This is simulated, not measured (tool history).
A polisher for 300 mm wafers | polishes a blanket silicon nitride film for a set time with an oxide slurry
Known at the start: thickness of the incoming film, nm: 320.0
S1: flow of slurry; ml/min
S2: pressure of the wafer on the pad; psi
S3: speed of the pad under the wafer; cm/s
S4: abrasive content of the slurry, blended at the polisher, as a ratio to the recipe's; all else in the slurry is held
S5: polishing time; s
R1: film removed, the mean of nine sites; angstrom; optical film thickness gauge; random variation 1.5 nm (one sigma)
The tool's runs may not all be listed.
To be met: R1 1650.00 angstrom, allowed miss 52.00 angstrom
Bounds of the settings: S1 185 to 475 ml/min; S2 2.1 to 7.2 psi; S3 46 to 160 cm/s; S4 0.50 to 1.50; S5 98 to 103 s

| run | day | S1 | S2 | S3 | S4 | S5 | R1 |
|---|---|---|---|---|---|---|---|
| 1 | 0.000 | 305 | 4.6 | 102 | 1.00 | 98 | 895.83 |
| 2 | 0.067 | 305 | 4.1 | 102 | 1.00 | 98 | 800.34 |
| 3 | 0.325 | 305 | 4.9 | 104 | 1.00 | 98 | 954.79 |
| 4 | 0.488 | 305 | 5.9 | 104 | 1.00 | 98 | 1149.40 |
| 5 | 0.800 | 305 | 6.2 | 108 | 1.00 | 98 | 1254.90 |
| 6 | 1.171 | 305 | 6.2 | 120 | 1.00 | 98 | 1370.60 |
| 7 | 1.542 | 305 | 6.4 | 120 | 1.00 | 98 | 1426.90 |
| 8 | 1.825 | 305 | 7.2 | 120 | 1.00 | 98 | 1588.00 |

Which of these 4 next moves meets every target?
| A | 2.108 | 330 | 7.1 | 118 | 1.05 | 103 | ? |
| B | 2.108 | 305 | 7.2 | 116 | 0.80 | 101 | ? |
| C | 2.108 | 290 | 7.0 | 102 | 1.25 | 101 | ? |
| D | 2.108 | 385 | 7.2 | 142 | 0.75 | 103 | ? |

| move | R1 |
|---|---|
| A | 1669.00 |
| B | 1499.60 |
| C | 1501.40 |
| D | 1788.30 |
A: meets every target
B: further off than the last run
C: further off than the last run
D: takes the result that was furthest off past its target
The right move is A.

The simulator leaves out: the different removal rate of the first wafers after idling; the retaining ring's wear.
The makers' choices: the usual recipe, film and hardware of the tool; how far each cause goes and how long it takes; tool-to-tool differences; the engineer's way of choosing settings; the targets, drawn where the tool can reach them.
